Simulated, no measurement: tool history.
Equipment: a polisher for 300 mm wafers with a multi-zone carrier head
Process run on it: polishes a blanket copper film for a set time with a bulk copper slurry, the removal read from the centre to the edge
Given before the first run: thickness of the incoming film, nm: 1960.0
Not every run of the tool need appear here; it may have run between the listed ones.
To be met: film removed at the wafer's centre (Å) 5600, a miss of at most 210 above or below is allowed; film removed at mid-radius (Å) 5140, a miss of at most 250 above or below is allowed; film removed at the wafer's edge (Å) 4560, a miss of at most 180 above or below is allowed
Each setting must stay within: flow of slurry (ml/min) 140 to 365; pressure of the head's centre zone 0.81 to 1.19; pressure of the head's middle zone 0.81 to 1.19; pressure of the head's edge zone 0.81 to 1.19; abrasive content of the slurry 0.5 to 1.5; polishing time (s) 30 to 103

run,hour,flow of slurry (ml/min),pressure of the head's centre zone,pressure of the head's middle zone,pressure of the head's edge zone,abrasive content of the slurry,polishing time (s),film removed at the wafer's centre (Å),film removed at mid-radius (Å),film removed at the wafer's edge (Å)
1,0,235,1,1,1,1,66,3857.6,3843.1,3851.1
2,2.2,245,1.04,1.03,1,1.1,67,4267,3982.5,3943.1
3,10.2,250,1.05,1.06,0.99,1.15,69,4396.9,4224,4198.2
4,18.1,250,1.05,1.06,0.99,1.35,69,4694.3,4529.3,4222.4
5,20.7,255,1.07,1.08,0.99,1.4,70,4892.6,4564.4,4337.2
6,27,255,1.08,1.1,0.97,1.4,71,4956.8,4761.6,4482.4
7,35.1,255,1.08,1.1,0.97,1.4,71,4998.3,4709.2,4423.7
8,40.7,260,1.09,1.12,0.95,1.4,71,4949,4855.3,4366.7
9,48.9,265,1.11,1.13,0.95,1.4,71,5090.4,4749.9,4382.5
10,52.8,265,1.12,1.14,0.94,1.4,72,5261.1,4941.3,4475.5
11,56.8,265,1.13,1.15,0.94,1.4,72,5208,4880.6,4337.9
12,63.9,270,1.13,1.15,0.94,1.4,72,5329.9,4965.5,4436.1
13,72.3,275,1.13,1.15,0.94,1.4,72,5267.6,4931.1,4464.7
14,80.2,275,1.14,1.16,0.94,1.4,72,5384.8,5039.6,4325

Which of these 5 next moves meets every target?
A,88.1,240,1.14,1.19,0.87,1.3,73,?,?,?
B,88.1,280,1.15,1.15,0.93,1.45,73,?,?,?
C,88.1,235,1.07,1.11,0.94,1.5,71,?,?,?
D,88.1,220,0.98,1.17,0.88,1.5,78,?,?,?
E,88.1,315,1.19,1.19,1,1.4,66,?,?,?

move,film removed at the wafer's centre (Å),film removed at mid-radius (Å),film removed at the wafer's edge (Å)
A,5206.2,4879.2,4172.6
B,5496.8,4980,4476.5
C,4892.9,4666.2,4339.5
D,4873.2,5264.6,4589.3
E,5172.4,4626.8,4193.3
A: the biggest miss grows against the last run
B: in spec on every target
C: the biggest miss grows against the last run
D: brings the last run's worst result on target, with another outside its allowed miss
E: the biggest miss grows against the last run
Answer: B

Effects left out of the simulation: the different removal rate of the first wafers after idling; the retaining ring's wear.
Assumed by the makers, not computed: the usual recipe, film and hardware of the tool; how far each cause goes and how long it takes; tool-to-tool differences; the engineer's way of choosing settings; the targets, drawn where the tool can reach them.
